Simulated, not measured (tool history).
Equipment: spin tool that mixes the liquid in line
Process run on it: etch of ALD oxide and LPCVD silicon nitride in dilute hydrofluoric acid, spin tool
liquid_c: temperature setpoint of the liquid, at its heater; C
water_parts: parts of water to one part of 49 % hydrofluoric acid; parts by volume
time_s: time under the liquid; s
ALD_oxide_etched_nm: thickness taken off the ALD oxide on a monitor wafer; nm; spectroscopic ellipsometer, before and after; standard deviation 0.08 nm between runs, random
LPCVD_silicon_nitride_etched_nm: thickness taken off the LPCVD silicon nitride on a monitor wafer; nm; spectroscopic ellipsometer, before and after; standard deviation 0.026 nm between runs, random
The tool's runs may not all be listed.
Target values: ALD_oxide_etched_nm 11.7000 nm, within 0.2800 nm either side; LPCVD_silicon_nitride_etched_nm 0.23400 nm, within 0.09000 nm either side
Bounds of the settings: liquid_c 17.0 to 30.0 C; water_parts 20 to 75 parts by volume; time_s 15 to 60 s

run  hour  liquid_c  water_parts  time_s  ALD_oxide_etched_nm  LPCVD_silicon_nitride_etched_nm
  1   0.0      22.0           45      30              12.9910                          0.29174
  2   8.3      21.5           45      30              12.8320                          0.27971
  3  10.8      21.5           45      20               8.5960                          0.15845
  4  19.0      21.5           45      25              10.5550                          0.25987
  5  25.0      18.5           45      25               9.4824                          0.16316
  6  26.6      19.5           45      25               9.8914                          0.19068
  7  29.9      20.5           45      25              10.1290                          0.23132
  8  35.2      21.0           45      25              10.4290                          0.20624
  9  40.3      21.5           45      25              10.6150                          0.22737
 10  48.6      22.0           45      25              10.9400                          0.25356
 11  57.0      22.5           40      25              12.6280                          0.30622
 12  61.0      22.0           40      25              12.3240                          0.26743
 13  62.5      22.0           40      25              12.2530                          0.23048

Which of these 4 next moves meets every target?
  A  64.0      25.0           65      40                    ?                                ?
  B  64.0      18.5           50      35                    ?                                ?
  C  64.0      21.5           60      40                    ?                                ?
  D  64.0      23.5           25      15                    ?                                ?

move  ALD_oxide_etched_nm  LPCVD_silicon_nitride_etched_nm
   A              13.4140                          0.30835
   B              11.8580                          0.22357
   C              12.6700                          0.26342
   D              12.9700                          0.26498
A: moves away from the targets compared with the last run
B: in spec on every target
C: moves away from the targets compared with the last run
D: moves away from the targets compared with the last run
Go with B: it meets all targets.

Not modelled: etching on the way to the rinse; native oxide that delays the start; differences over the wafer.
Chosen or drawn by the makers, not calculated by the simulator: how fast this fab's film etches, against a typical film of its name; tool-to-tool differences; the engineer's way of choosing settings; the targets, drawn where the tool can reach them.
